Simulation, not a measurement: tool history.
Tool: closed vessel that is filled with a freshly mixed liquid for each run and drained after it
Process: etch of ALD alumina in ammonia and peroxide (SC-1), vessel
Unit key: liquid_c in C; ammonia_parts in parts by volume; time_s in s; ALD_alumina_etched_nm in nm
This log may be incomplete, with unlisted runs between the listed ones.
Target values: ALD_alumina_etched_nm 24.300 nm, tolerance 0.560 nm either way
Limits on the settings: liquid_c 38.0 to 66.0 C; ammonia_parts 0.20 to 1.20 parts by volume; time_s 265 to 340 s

{"run": 1, "hour": 0.0, "liquid_c": 50.0, "ammonia_parts": 0.7, "time_s": 340, "ALD_alumina_etched_nm": 20.944}
{"run": 2, "hour": 6.9, "liquid_c": 50.5, "ammonia_parts": 0.7, "time_s": 340, "ALD_alumina_etched_nm": 21.385}
{"run": 3, "hour": 9.7, "liquid_c": 50.5, "ammonia_parts": 0.55, "time_s": 340, "ALD_alumina_etched_nm": 20.922}
{"run": 4, "hour": 12.7, "liquid_c": 51.0, "ammonia_parts": 0.55, "time_s": 340, "ALD_alumina_etched_nm": 21.566}
{"run": 5, "hour": 22.0, "liquid_c": 51.0, "ammonia_parts": 0.55, "time_s": 340, "ALD_alumina_etched_nm": 21.649}
{"run": 6, "hour": 30.1, "liquid_c": 51.0, "ammonia_parts": 0.55, "time_s": 265, "ALD_alumina_etched_nm": 16.645}
{"run": 7, "hour": 38.2, "liquid_c": 52.5, "ammonia_parts": 0.55, "time_s": 265, "ALD_alumina_etched_nm": 18.021}
{"run": 8, "hour": 40.2, "liquid_c": 59.0, "ammonia_parts": 0.55, "time_s": 265, "ALD_alumina_etched_nm": 25.792}
{"run": 9, "hour": 48.2, "liquid_c": 58.5, "ammonia_parts": 0.55, "time_s": 265, "ALD_alumina_etched_nm": 25.105}

Next run, 4 choices. One meets every target within its allowed miss, the rest don't. Which?
{"run": "A", "hour": 56.2, "liquid_c": 57.5, "ammonia_parts": 0.5, "time_s": 265, "ALD_alumina_etched_nm": "?"}
{"run": "B", "hour": 56.2, "liquid_c": 56.5, "ammonia_parts": 0.5, "time_s": 305, "ALD_alumina_etched_nm": "?"}
{"run": "C", "hour": 56.2, "liquid_c": 56.0, "ammonia_parts": 0.5, "time_s": 280, "ALD_alumina_etched_nm": "?"}
{"run": "D", "hour": 56.2, "liquid_c": 55.5, "ammonia_parts": 0.65, "time_s": 295, "ALD_alumina_etched_nm": "?"}

move=A ALD_alumina_etched_nm=23.379
move=B ALD_alumina_etched_nm=25.534
move=C ALD_alumina_etched_nm=22.832
move=D ALD_alumina_etched_nm=24.017
A: takes the biggest miss from the last run beyond its target
B: its largest miss is bigger than the last run's
C: takes the biggest miss from the last run beyond its target
D: all results land within tolerance of their targets
D is the move that brings every result within its allowed miss.
